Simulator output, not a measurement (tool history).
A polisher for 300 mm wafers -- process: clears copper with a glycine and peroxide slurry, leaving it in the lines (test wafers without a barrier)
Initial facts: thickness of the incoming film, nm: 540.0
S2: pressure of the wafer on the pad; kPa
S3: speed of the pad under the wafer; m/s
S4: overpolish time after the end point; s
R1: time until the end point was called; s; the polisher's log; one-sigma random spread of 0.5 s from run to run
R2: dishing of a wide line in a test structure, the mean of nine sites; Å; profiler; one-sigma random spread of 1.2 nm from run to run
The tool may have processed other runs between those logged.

run 1 hour=0 | flow_of_slurry_(ml/min)=225 S2=23.4 S3=1.2 S4=29 | R1=65.916 R2=1208.2
run 2 hour=7.1 | flow_of_slurry_(ml/min)=220 S2=22.1 S3=1.28 S4=26 | R1=65.803 R2=1102.8
run 3 hour=7.8 | flow_of_slurry_(ml/min)=175 S2=22.1 S3=1.28 S4=26 | R1=67.289 R2=1106.1
run 4 hour=13 | flow_of_slurry_(ml/min)=200 S2=22.1 S3=1.28 S4=26 | R1=65.233 R2=1135.3
run 5 hour=14.4 | flow_of_slurry_(ml/min)=160 S2=22.1 S3=1.28 S4=26 | R1=68.277 R2=1062.5
run 6 hour=16.6 | flow_of_slurry_(ml/min)=160 S2=22.1 S3=1.28 S4=38 | R1=68.506 R2=1323.1

Estimate the outcome of run 7 from the log above:
run 7 hour=21.4 | flow_of_slurry_(ml/min)=135 S2=15.2 S3=1.62 S4=24 | R1=? R2=?

{"run 7": {"R1": 74.934, "R2": 905.74}}
